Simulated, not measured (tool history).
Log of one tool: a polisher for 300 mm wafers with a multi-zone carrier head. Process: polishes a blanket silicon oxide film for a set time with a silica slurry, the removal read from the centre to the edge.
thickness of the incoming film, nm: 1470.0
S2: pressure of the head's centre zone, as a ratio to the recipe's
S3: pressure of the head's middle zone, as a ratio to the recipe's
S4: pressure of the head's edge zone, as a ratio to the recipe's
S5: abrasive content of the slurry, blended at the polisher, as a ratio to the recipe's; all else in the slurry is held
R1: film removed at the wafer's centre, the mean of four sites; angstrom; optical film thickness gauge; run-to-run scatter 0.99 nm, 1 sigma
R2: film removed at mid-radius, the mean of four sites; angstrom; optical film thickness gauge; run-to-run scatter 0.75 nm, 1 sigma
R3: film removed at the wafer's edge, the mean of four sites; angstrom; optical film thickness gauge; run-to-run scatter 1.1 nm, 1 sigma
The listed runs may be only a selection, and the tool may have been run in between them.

Run 1, day 0.000: flow of slurry (ml/min) 180, S2 1.00, S3 1.00, S4 1.00, S5 1.0, polishing time (s) 44. Result: R1 1164.5 angstrom, R2 1150.0 angstrom, R3 1172.0 angstrom.
Run 2, day 0.354: flow of slurry (ml/min) 190, S2 1.01, S3 1.00, S4 1.00, S5 1.0, polishing time (s) 44. Result: R1 1176.7 angstrom, R2 1153.7 angstrom, R3 1155.4 angstrom.
Run 3, day 0.583: flow of slurry (ml/min) 190, S2 1.01, S3 1.00, S4 1.00, S5 0.9, polishing time (s) 44. Result: R1 1119.5 angstrom, R2 1078.1 angstrom, R3 1128.1 angstrom.
Run 4, day 0.758: flow of slurry (ml/min) 195, S2 1.02, S3 1.01, S4 1.01, S5 0.9, polishing time (s) 44. Result: R1 1128.7 angstrom, R2 1105.9 angstrom, R3 1102.6 angstrom.
Run 5, day 0.917: flow of slurry (ml/min) 195, S2 1.02, S3 0.98, S4 1.01, S5 0.9, polishing time (s) 44. Result: R1 1148.5 angstrom, R2 1083.5 angstrom, R3 1103.1 angstrom.
Run 6, day 1.075: flow of slurry (ml/min) 230, S2 1.02, S3 0.98, S4 1.01, S5 0.9, polishing time (s) 44. Result: R1 1160.3 angstrom, R2 1110.6 angstrom, R3 1154.9 angstrom.
Run 7, day 1.429: flow of slurry (ml/min) 235, S2 1.03, S3 0.98, S4 1.02, S5 0.9, polishing time (s) 44. Result: R1 1185.0 angstrom, R2 1104.9 angstrom, R3 1149.3 angstrom.

Run 8 is up next; what results do you expect?
Run 8, day 1.583: flow of slurry (ml/min) 240, S2 1.03, S3 0.99, S4 1.03, S5 0.9, polishing time (s) 44. Result: R1 ?, R2 ?, R3 ?.

Run 8 came out at R1 1188.8 angstrom, R2 1119.6 angstrom, R3 1167.5 angstrom.

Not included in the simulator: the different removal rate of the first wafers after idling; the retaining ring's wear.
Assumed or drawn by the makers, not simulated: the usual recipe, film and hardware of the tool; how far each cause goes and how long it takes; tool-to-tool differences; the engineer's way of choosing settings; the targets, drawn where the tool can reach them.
